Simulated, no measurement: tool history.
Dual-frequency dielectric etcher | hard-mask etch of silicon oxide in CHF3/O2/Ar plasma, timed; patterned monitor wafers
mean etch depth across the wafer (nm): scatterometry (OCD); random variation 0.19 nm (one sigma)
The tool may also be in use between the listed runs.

run	day	source power (W)	bias power (W)	etch time (s)	mean etch depth across the wafer (nm)
1	0.000	800	214	12	26.823
2	0.154	820	217	12	27.124
3	0.254	820	217	11	24.806
4	0.325	840	225	11	25.330
5	0.667	840	225	11	25.243
6	0.833	840	225	11	25.439
7	1.017	860	232	11	25.773
8	1.379	880	238	11	26.079

Run 9 comes next. What will it give?
9	1.442	890	243	11	?

Run 9 yielded mean etch depth across the wafer (nm) 26.209.
